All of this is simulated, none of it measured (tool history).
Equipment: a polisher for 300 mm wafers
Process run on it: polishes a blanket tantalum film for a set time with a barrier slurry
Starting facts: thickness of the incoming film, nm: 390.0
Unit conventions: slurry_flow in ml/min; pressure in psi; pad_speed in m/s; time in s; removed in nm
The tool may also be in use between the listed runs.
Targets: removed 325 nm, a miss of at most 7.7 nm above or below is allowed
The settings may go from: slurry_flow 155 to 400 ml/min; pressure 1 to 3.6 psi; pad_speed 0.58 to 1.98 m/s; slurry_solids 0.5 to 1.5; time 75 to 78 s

Run 1, day 0: slurry_flow 255 ml/min, pressure 2.3 psi, pad_speed 1.28 m/s, slurry_solids 1, time 75 s. Result: removed 175.76 nm.
Run 2, day 0.075: slurry_flow 260 ml/min, pressure 2.5 psi, pad_speed 1.28 m/s, slurry_solids 1, time 75 s. Result: removed 190.14 nm.
Run 3, day 0.388: slurry_flow 260 ml/min, pressure 2.5 psi, pad_speed 1.28 m/s, slurry_solids 0.9, time 75 s. Result: removed 179.9 nm.
Run 4, day 0.417: slurry_flow 260 ml/min, pressure 2.9 psi, pad_speed 1.28 m/s, slurry_solids 0.9, time 75 s. Result: removed 202.85 nm.
Run 5, day 0.575: slurry_flow 265 ml/min, pressure 3 psi, pad_speed 1.32 m/s, slurry_solids 0.9, time 75 s. Result: removed 219.43 nm.
Run 6, day 0.704: slurry_flow 265 ml/min, pressure 3 psi, pad_speed 1.32 m/s, slurry_solids 0.9, time 78 s. Result: removed 227.82 nm.
Run 7, day 0.783: slurry_flow 265 ml/min, pressure 3.1 psi, pad_speed 1.34 m/s, slurry_solids 0.9, time 78 s. Result: removed 238.68 nm.
Run 8, day 0.9: slurry_flow 295 ml/min, pressure 3.6 psi, pad_speed 1.48 m/s, slurry_solids 0.9, time 78 s. Result: removed 304.15 nm.

Which single option among these 5 for the next run brings every result within its allowed miss of target? Just one does.
Run A, day 1.017: slurry_flow 315 ml/min, pressure 3.6 psi, pad_speed 1.66 m/s, slurry_solids 0.9, time 75 s. Result: removed ?.
Run B, day 1.017: slurry_flow 285 ml/min, pressure 3.6 psi, pad_speed 1.42 m/s, slurry_solids 0.9, time 78 s. Result: removed ?.
Run C, day 1.017: slurry_flow 335 ml/min, pressure 3.6 psi, pad_speed 1.36 m/s, slurry_solids 0.9, time 78 s. Result: removed ?.
Run D, day 1.017: slurry_flow 270 ml/min, pressure 3.6 psi, pad_speed 1.46 m/s, slurry_solids 0.9, time 78 s. Result: removed ?.
Run E, day 1.017: slurry_flow 325 ml/min, pressure 2.9 psi, pad_speed 1.56 m/s, slurry_solids 1.05, time 77 s. Result: removed ?.

move  removed
   A   331.89
   B   293.58
   C   285.78
   D   299.92
   E    283.8
A: meets every target
B: misses by more than the last run did
C: misses by more than the last run did
D: misses by more than the last run did
E: misses by more than the last run did
The move that meets every target is A.
